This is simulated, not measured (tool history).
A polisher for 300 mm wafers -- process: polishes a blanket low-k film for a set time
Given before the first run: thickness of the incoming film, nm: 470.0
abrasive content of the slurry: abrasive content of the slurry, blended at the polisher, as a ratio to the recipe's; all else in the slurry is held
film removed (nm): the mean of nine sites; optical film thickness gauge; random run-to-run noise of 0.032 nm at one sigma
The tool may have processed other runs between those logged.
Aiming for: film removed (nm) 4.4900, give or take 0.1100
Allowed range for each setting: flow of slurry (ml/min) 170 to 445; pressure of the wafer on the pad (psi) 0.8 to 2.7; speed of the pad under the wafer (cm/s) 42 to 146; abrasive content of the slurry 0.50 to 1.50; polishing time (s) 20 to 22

run,day,flow of slurry (ml/min),pressure of the wafer on the pad (psi),speed of the pad under the wafer (cm/s),abrasive content of the slurry,polishing time (s),film removed (nm)
1,0.000,285,1.7,94,1.00,22,8.5296
2,0.042,285,1.7,86,1.00,22,7.9377
3,0.262,285,1.6,86,1.00,22,7.5163
4,0.429,285,1.8,86,1.00,22,8.3517
5,0.488,285,1.6,84,1.00,22,7.3204
6,0.554,285,1.5,84,1.00,22,6.9062
7,0.683,285,1.4,84,1.00,22,6.4958
8,1.017,285,1.4,84,1.00,22,6.4523
9,1.321,285,1.3,84,1.00,22,6.1272
# day 1.588: head pressure recalibrated
10,1.588,285,1.2,84,1.00,22,5.2956
11,1.938,280,1.1,84,1.00,22,4.9349

Exactly one of the 5 candidate moves below puts every result within its allowed miss. Which one?
A,2.288,295,1.1,86,1.00,21,?
B,2.288,275,1.1,74,1.00,21,?
C,2.288,295,1.1,88,1.00,20,?
D,2.288,245,1.0,88,1.15,20,?
E,2.288,220,0.9,98,0.80,22,?

move,film removed (nm)
A,4.8065
B,4.2309
C,4.6626
D,4.4654
E,4.1372
A: nearer than the last run, and not there yet
B: the result that was furthest off in the last run now lies on the other side of its target
C: nearer than the last run, and not there yet
D: each result inside its tolerance
E: the result that was furthest off in the last run now lies on the other side of its target
D is the move that brings every result within its allowed miss.
